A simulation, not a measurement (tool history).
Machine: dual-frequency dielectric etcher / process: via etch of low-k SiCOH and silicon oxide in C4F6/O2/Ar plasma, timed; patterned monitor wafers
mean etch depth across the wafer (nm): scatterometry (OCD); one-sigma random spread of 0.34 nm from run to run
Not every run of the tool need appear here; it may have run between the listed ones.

| run | hour | source power (W) | bias power (W) | etch time (s) | mean etch depth across the wafer (nm) |
|---|---|---|---|---|---|
| 1 | 0 | 320 | 257 | 44.5 | 106.53 |
| 2 | 4.4 | 320 | 257 | 44.5 | 106.26 |
| 3 | 10.5 | 320 | 274 | 44.5 | 109.37 |
| 4 | 17.3 | 340 | 274 | 44.5 | 110.68 |
| 5 | 20.5 | 320 | 268 | 44.5 | 108.36 |
| 6 | 22.4 | 300 | 268 | 44.5 | 106.74 |
| 7 | 30.5 | 280 | 262 | 44.5 | 103.4 |
| 8 | 36.2 | 270 | 260 | 44.5 | 101.61 |
| 9 | 39.8 | 260 | 259 | 44.5 | 100.05 |

Predict the results of run 10:
| 10 | 43.4 | 250 | 258 | 44.5 | ? |

{"run 10": {"mean etch depth across the wafer (nm)": 98.882}}
